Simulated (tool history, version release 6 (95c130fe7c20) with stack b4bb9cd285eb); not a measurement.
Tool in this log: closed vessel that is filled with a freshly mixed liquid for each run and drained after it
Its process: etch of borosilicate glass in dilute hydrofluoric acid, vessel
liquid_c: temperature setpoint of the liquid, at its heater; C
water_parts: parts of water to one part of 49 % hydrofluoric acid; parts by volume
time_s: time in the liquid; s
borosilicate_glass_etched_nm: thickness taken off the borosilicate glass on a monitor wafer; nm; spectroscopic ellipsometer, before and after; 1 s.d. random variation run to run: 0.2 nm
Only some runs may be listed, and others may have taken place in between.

{"run": 1, "day": 0.0, "liquid_c": 25.0, "water_parts": 195, "time_s": 100, "borosilicate_glass_etched_nm": 16.177}
{"run": 2, "day": 0.238, "liquid_c": 23.0, "water_parts": 195, "time_s": 100, "borosilicate_glass_etched_nm": 14.981}
{"run": 3, "day": 0.396, "liquid_c": 25.5, "water_parts": 175, "time_s": 100, "borosilicate_glass_etched_nm": 18.653}
{"run": 4, "day": 0.592, "liquid_c": 27.5, "water_parts": 175, "time_s": 100, "borosilicate_glass_etched_nm": 20.4}
{"run": 5, "day": 0.654, "liquid_c": 24.0, "water_parts": 175, "time_s": 100, "borosilicate_glass_etched_nm": 17.794}
{"run": 6, "day": 0.967, "liquid_c": 24.0, "water_parts": 175, "time_s": 100, "borosilicate_glass_etched_nm": 17.763}
{"run": 7, "day": 1.138, "liquid_c": 26.0, "water_parts": 160, "time_s": 100, "borosilicate_glass_etched_nm": 21.266}
{"run": 8, "day": 1.5, "liquid_c": 27.5, "water_parts": 150, "time_s": 100, "borosilicate_glass_etched_nm": 24.253}
{"run": 9, "day": 1.75, "liquid_c": 29.0, "water_parts": 140, "time_s": 100, "borosilicate_glass_etched_nm": 27.835}

Run 10 is up next; what results do you expect?
{"run": 10, "day": 2.058, "liquid_c": 30.0, "water_parts": 135, "time_s": 100, "borosilicate_glass_etched_nm": "?"}

Run 10 came out at borosilicate_glass_etched_nm 29.720 nm.

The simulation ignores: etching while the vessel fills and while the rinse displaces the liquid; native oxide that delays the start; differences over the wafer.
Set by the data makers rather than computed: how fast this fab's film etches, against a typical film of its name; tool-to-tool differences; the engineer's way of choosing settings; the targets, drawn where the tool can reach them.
